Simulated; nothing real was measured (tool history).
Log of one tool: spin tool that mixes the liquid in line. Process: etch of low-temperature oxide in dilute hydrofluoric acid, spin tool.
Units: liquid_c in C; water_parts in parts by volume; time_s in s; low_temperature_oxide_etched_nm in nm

run,day,liquid_c,water_parts,time_s,low_temperature_oxide_etched_nm
1,0.000,22.0,160,140,14.667
2,0.054,22.0,160,140,14.718
3,0.096,23.5,155,140,16.119
4,0.467,23.5,155,140,15.874
5,0.525,25.0,150,140,17.645
6,0.567,26.0,145,140,19.058
7,0.633,27.0,145,140,19.798
8,0.917,27.5,145,140,20.352
9,1.071,28.0,145,140,20.507

Forecast run 10:
10,1.367,28.5,145,140,?

Run 10 gave low_temperature_oxide_etched_nm 21.161 nm.
